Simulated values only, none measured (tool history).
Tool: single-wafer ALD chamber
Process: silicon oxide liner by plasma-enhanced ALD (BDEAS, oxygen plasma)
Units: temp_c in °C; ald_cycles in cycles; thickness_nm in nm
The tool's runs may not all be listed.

{"run": 1, "hour": 0.0, "temp_c": 315, "ald_cycles": 48, "thickness_nm": 3.7912}
{"run": 2, "hour": 3.0, "temp_c": 315, "ald_cycles": 46, "thickness_nm": 3.5924}
{"run": 3, "hour": 6.1, "temp_c": 315, "ald_cycles": 45, "thickness_nm": 3.5678}
{"run": 4, "hour": 9.5, "temp_c": 324, "ald_cycles": 45, "thickness_nm": 3.471}
{"run": 5, "hour": 16.2, "temp_c": 324, "ald_cycles": 39, "thickness_nm": 3.0189}
{"run": 6, "hour": 19.8, "temp_c": 332, "ald_cycles": 39, "thickness_nm": 3.0041}
{"run": 7, "hour": 26.2, "temp_c": 332, "ald_cycles": 41, "thickness_nm": 3.1601}

Forecast run 8:
{"run": 8, "hour": 29.5, "temp_c": 332, "ald_cycles": 42, "thickness_nm": "?"}

Run 8 gave thickness_nm 3.2467 nm.
